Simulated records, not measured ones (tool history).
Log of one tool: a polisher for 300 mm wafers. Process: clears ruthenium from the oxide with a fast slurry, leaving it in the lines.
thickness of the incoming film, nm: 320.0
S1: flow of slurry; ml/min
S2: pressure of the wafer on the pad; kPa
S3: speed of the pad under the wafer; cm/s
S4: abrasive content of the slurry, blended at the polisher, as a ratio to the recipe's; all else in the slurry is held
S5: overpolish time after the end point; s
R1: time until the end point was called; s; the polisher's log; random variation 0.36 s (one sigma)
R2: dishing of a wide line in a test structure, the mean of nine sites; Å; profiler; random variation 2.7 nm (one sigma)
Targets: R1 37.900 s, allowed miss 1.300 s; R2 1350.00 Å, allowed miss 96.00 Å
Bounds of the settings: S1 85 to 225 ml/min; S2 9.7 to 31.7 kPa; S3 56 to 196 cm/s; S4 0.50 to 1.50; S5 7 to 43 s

Run 1, hour 0.0: S1 145 ml/min, S2 20.7 kPa, S3 126 cm/s, S4 1.00, S5 22 s. Result: R1 58.281 s, R2 849.89 Å.
Run 2, hour 8.8: S1 145 ml/min, S2 20.7 kPa, S3 126 cm/s, S4 1.00, S5 29 s. Result: R1 59.295 s, R2 1024.20 Å.
Run 3, hour 13.7: S1 150 ml/min, S2 21.4 kPa, S3 126 cm/s, S4 1.00, S5 29 s. Result: R1 56.454 s, R2 1023.30 Å.
Run 4, hour 15.6: S1 155 ml/min, S2 22.1 kPa, S3 126 cm/s, S4 1.00, S5 29 s. Result: R1 54.263 s, R2 1101.00 Å.
Run 5, hour 18.1: S1 160 ml/min, S2 22.8 kPa, S3 126 cm/s, S4 1.00, S5 29 s. Result: R1 51.645 s, R2 1090.90 Å.
Run 6, hour 21.5: S1 160 ml/min, S2 18.6 kPa, S3 126 cm/s, S4 1.00, S5 29 s. Result: R1 63.772 s, R2 985.20 Å.
Run 7, hour 24.1: S1 165 ml/min, S2 19.3 kPa, S3 126 cm/s, S4 1.00, S5 29 s. Result: R1 61.940 s, R2 1005.00 Å.
Run 8, hour 29.7: S1 165 ml/min, S2 20.0 kPa, S3 126 cm/s, S4 1.00, S5 29 s. Result: R1 59.023 s, R2 1028.90 Å.
Run 9, hour 31.0: S1 170 ml/min, S2 20.7 kPa, S3 126 cm/s, S4 1.00, S5 29 s. Result: R1 57.242 s, R2 1016.80 Å.
Run 10, hour 33.0: S1 170 ml/min, S2 21.4 kPa, S3 126 cm/s, S4 1.00, S5 29 s. Result: R1 56.226 s, R2 1104.90 Å.
Run 11, hour 40.4: S1 170 ml/min, S2 22.1 kPa, S3 126 cm/s, S4 1.00, S5 29 s. Result: R1 53.855 s, R2 1076.30 Å.
Run 12, hour 47.9: S1 170 ml/min, S2 22.8 kPa, S3 126 cm/s, S4 1.00, S5 29 s. Result: R1 52.162 s, R2 1135.00 Å.

Which of these 5 next moves meets every target?
Run A, hour 55.4: S1 195 ml/min, S2 22.8 kPa, S3 140 cm/s, S4 1.45, S5 26 s. Result: R1 ?, R2 ?.
Run B, hour 55.4: S1 165 ml/min, S2 27.6 kPa, S3 142 cm/s, S4 0.90, S5 23 s. Result: R1 ?, R2 ?.
Run C, hour 55.4: S1 140 ml/min, S2 29.0 kPa, S3 166 cm/s, S4 0.65, S5 28 s. Result: R1 ?, R2 ?.
Run D, hour 55.4: S1 170 ml/min, S2 24.1 kPa, S3 152 cm/s, S4 1.05, S5 24 s. Result: R1 ?, R2 ?.
Run E, hour 55.4: S1 175 ml/min, S2 26.2 kPa, S3 148 cm/s, S4 1.05, S5 21 s. Result: R1 ?, R2 ?.

move      R1       R2
   A  40.950  1274.10
   B  40.416  1184.10
   C  38.339  1391.90
   D  40.566  1215.80
   E  38.278  1154.60
A: nearer than the last run, and not there yet
B: nearer than the last run, and not there yet
C: meets every target
D: nearer than the last run, and not there yet
E: brings the result that was furthest off to its target, and leaves another outside
Answer: C

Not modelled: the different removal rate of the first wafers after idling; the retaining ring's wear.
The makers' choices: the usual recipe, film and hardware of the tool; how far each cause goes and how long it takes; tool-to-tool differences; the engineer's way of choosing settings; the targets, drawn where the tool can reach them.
